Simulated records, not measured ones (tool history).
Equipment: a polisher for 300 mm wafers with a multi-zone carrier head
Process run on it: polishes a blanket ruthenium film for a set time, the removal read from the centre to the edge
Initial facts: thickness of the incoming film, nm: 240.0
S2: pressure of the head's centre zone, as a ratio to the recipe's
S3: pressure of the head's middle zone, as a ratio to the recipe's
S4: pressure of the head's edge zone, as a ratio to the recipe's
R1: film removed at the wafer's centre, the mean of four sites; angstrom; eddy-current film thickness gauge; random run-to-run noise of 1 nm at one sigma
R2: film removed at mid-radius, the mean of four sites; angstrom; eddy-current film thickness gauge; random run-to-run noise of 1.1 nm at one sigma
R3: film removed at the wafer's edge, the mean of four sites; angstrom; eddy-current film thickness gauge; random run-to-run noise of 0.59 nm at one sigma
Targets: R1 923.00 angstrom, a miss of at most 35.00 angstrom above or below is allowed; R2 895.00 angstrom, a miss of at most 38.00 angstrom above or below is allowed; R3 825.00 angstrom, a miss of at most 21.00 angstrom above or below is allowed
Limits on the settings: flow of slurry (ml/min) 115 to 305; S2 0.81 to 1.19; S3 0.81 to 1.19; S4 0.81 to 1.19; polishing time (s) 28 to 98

run 1 hour=0.0 | flow_of_slurry_(ml/min)=195 S2=1.00 S3=1.00 S4=1.00 polishing_time_(s)=63 | R1=712.17 R2=699.21 R3=706.52
run 2 hour=6.6 | flow_of_slurry_(ml/min)=195 S2=1.00 S3=0.94 S4=1.00 polishing_time_(s)=63 | R1=710.29 R2=641.21 R3=718.55
run 3 hour=11.6 | flow_of_slurry_(ml/min)=205 S2=1.02 S3=0.97 S4=1.02 polishing_time_(s)=64 | R1=749.38 R2=669.41 R3=733.57
run 4 hour=19.3 | flow_of_slurry_(ml/min)=205 S2=1.02 S3=0.97 S4=1.06 polishing_time_(s)=64 | R1=734.17 R2=686.80 R3=741.05
run 5 hour=21.4 | flow_of_slurry_(ml/min)=205 S2=1.02 S3=0.97 S4=1.06 polishing_time_(s)=54 | R1=629.68 R2=573.31 R3=627.69
run 6 hour=27.8 | flow_of_slurry_(ml/min)=210 S2=1.04 S3=1.00 S4=1.07 polishing_time_(s)=57 | R1=656.34 R2=626.76 R3=657.15
run 7 hour=30.8 | flow_of_slurry_(ml/min)=220 S2=1.06 S3=1.02 S4=1.07 polishing_time_(s)=60 | R1=721.72 R2=667.33 R3=699.87
run 8 hour=35.4 | flow_of_slurry_(ml/min)=230 S2=1.08 S3=1.05 S4=1.07 polishing_time_(s)=62 | R1=757.45 R2=730.43 R3=732.10
run 9 hour=36.6 | flow_of_slurry_(ml/min)=240 S2=1.10 S3=1.07 S4=1.07 polishing_time_(s)=63 | R1=793.61 R2=747.32 R3=737.13

Pick the move, out of 4, that brings all results within their allowed miss; only one does.
run A hour=37.8 | flow_of_slurry_(ml/min)=245 S2=1.07 S3=1.19 S4=1.07 polishing_time_(s)=67 | R1=? R2=? R3=?
run B hour=37.8 | flow_of_slurry_(ml/min)=305 S2=1.13 S3=1.16 S4=1.12 polishing_time_(s)=68 | R1=? R2=? R3=?
run C hour=37.8 | flow_of_slurry_(ml/min)=265 S2=1.16 S3=1.17 S4=1.00 polishing_time_(s)=72 | R1=? R2=? R3=?
run D hour=37.8 | flow_of_slurry_(ml/min)=225 S2=1.07 S3=1.12 S4=1.06 polishing_time_(s)=55 | R1=? R2=? R3=?

move=A R1=848.37 R2=876.75 R3=787.69
move=B R1=933.84 R2=891.06 R3=824.81
move=C R1=998.91 R2=936.62 R3=837.21
move=D R1=687.70 R2=675.69 R3=640.32
A: an improvement on the last run, though not all results are within tolerance
B: each result inside its tolerance
C: corrects the largest miss of the last run, while another result sits out of spec
D: misses by more than the last run did
B meets every target.
